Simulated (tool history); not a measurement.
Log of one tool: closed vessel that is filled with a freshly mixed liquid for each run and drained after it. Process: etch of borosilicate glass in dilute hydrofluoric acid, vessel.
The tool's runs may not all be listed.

run  hour  temperature setpoint of the liquid (C)  parts of water to one part of 49 % hydrofluoric acid (parts by volume)  time in the liquid (s)  thickness taken off the borosilicate glass on a monitor wafer (nm)
  1     0                                      23                                                                     255                     470                                                              58.634
  2   4.4                                      24                                                                     255                     470                                                              61.204
  3   7.4                                      24                                                                     255                     470                                                              60.743
  4    15                                      21                                                                     255                     470                                                              54.259
  5  18.7                                    22.5                                                                     255                     470                                                              57.884
  6  27.9                                      24                                                                     255                     470                                                              60.268
  7  34.2                                      25                                                                     255                     470                                                              62.486
  8  42.9                                      26                                                                     255                     470                                                              64.399

Run 9, settings as shown, results not yet in. Your forecast:
  9    52                                      27                                                                     255                     470                                                                   ?

For run 9 the tool returned thickness taken off the borosilicate glass on a monitor wafer (nm) 67.851.
